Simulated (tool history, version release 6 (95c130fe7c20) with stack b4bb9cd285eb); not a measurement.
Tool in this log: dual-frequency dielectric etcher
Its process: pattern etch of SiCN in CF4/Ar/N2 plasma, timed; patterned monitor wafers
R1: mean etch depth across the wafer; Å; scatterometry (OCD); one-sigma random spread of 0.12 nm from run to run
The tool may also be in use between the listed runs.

run 1 hour=0 | source_power_(W)=370 bias_power_(W)=50 Ar_flow_(sccm)=78 CF4_flow_(sccm)=46 etch_time_(s)=99 | R1=701.4
run 2 hour=4.8 | source_power_(W)=370 bias_power_(W)=50 Ar_flow_(sccm)=78 CF4_flow_(sccm)=39 etch_time_(s)=99 | R1=683.36
run 3 hour=6.4 | source_power_(W)=340 bias_power_(W)=50 Ar_flow_(sccm)=78 CF4_flow_(sccm)=39 etch_time_(s)=99 | R1=625.57
run 4 hour=7.9 | source_power_(W)=320 bias_power_(W)=50 Ar_flow_(sccm)=78 CF4_flow_(sccm)=39 etch_time_(s)=99 | R1=585.15
run 5 hour=12.3 | source_power_(W)=310 bias_power_(W)=50 Ar_flow_(sccm)=78 CF4_flow_(sccm)=39 etch_time_(s)=99 | R1=566.14
run 6 hour=18.9 | source_power_(W)=310 bias_power_(W)=56 Ar_flow_(sccm)=78 CF4_flow_(sccm)=39 etch_time_(s)=99 | R1=594.24
run 7 hour=26.4 | source_power_(W)=300 bias_power_(W)=56 Ar_flow_(sccm)=78 CF4_flow_(sccm)=39 etch_time_(s)=99 | R1=570.13

Run 8 has not been measured yet. What should we expect?
run 8 hour=27.8 | source_power_(W)=260 bias_power_(W)=55 Ar_flow_(sccm)=78 CF4_flow_(sccm)=39 etch_time_(s)=99 | R1=?

R1: 482.5 Å
